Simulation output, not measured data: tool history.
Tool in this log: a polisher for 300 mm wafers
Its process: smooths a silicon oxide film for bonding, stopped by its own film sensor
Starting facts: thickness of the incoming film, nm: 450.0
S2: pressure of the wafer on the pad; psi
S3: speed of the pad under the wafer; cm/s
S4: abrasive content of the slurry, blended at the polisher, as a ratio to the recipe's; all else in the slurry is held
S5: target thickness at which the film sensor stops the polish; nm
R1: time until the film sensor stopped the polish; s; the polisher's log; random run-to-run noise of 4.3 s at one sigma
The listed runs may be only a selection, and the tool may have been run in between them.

Run 1, day 0: flow of slurry (ml/min) 230, S2 2.5 psi, S3 74 cm/s, S4 1, S5 356 nm. Result: R1 125.51 s.
Run 2, day 0.246: flow of slurry (ml/min) 285, S2 2.5 psi, S3 74 cm/s, S4 1, S5 356 nm. Result: R1 122.83 s.
Run 3, day 0.421: flow of slurry (ml/min) 285, S2 2.5 psi, S3 84 cm/s, S4 1, S5 356 nm. Result: R1 116.2 s.
Run 4, day 0.521: flow of slurry (ml/min) 285, S2 2.2 psi, S3 78 cm/s, S4 0.95, S5 356 nm. Result: R1 136.75 s.
Run 5, day 0.788: flow of slurry (ml/min) 285, S2 2 psi, S3 72 cm/s, S4 0.9, S5 356 nm. Result: R1 161.08 s.
Run 6, day 1.033: flow of slurry (ml/min) 285, S2 2 psi, S3 66 cm/s, S4 0.9, S5 356 nm. Result: R1 178.53 s.

The next listed run, before its measurement:
Run 7, day 1.154: flow of slurry (ml/min) 285, S2 1.8 psi, S3 66 cm/s, S4 0.9, S5 356 nm. Result: R1 ?.

Logged for run 7: R1 196.33 s.
